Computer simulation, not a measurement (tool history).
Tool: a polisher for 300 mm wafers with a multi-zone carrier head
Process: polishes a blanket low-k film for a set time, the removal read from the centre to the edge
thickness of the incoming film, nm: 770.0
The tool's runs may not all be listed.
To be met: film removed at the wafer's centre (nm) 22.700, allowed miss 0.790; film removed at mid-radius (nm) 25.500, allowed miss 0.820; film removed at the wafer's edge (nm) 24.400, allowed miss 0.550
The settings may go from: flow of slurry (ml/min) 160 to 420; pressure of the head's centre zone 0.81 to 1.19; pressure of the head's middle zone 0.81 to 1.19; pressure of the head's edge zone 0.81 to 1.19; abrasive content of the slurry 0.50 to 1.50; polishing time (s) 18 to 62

run,hour,flow of slurry (ml/min),pressure of the head's centre zone,pressure of the head's middle zone,pressure of the head's edge zone,abrasive content of the slurry,polishing time (s),film removed at the wafer's centre (nm),film removed at mid-radius (nm),film removed at the wafer's edge (nm)
1,0.0,270,1.00,1.00,1.00,1.00,40,18.450,17.983,18.295
2,5.9,270,1.04,1.00,1.00,1.00,40,18.876,18.172,18.321
3,9.8,270,1.04,1.00,1.08,1.00,40,19.094,18.181,18.820
4,11.1,270,0.99,1.00,1.08,1.00,40,18.292,18.078,18.916
5,20.0,270,0.99,1.00,1.14,1.00,40,18.115,17.918,19.265
# hour 25.7: worn pad replaced by a new one
6,25.7,270,0.99,1.00,1.14,1.00,33,17.072,16.948,17.750
7,27.8,275,0.99,1.02,1.15,1.10,34,18.031,18.296,19.216
8,33.3,285,1.00,1.05,1.16,1.15,34,18.631,19.416,19.525
9,40.3,290,1.00,1.06,1.17,1.20,34,19.126,19.674,20.058
10,41.0,295,1.00,1.08,1.17,1.25,34,19.654,20.929,20.318
11,46.2,295,0.99,1.08,1.17,1.30,35,20.434,21.547,21.125
12,49.3,295,0.98,1.09,1.17,1.35,36,20.927,22.519,22.208
13,55.5,300,0.98,1.10,1.17,1.40,36,21.411,23.046,22.856
14,57.0,305,0.98,1.11,1.17,1.40,36,21.182,23.364,22.456

Which of these 5 next moves meets every target?
A,58.5,315,1.03,1.16,1.14,1.40,34,?,?,?
B,58.5,275,0.87,1.04,1.19,1.35,39,?,?,?
C,58.5,280,0.85,0.99,1.19,1.45,40,?,?,?
D,58.5,310,0.93,1.10,1.06,1.30,41,?,?,?
E,58.5,300,0.83,0.96,1.19,1.20,43,?,?,?

move,film removed at the wafer's centre (nm),film removed at mid-radius (nm),film removed at the wafer's edge (nm)
A,20.846,22.705,21.210
B,20.078,23.069,24.162
C,20.779,23.358,25.508
D,22.340,25.401,24.192
E,20.520,22.919,25.647
A: further off than the last run
B: brings the result that was furthest off to its target, and leaves another outside
C: takes the result that was furthest off past its target
D: meets every target
E: takes the result that was furthest off past its target
Move D is the one to make.
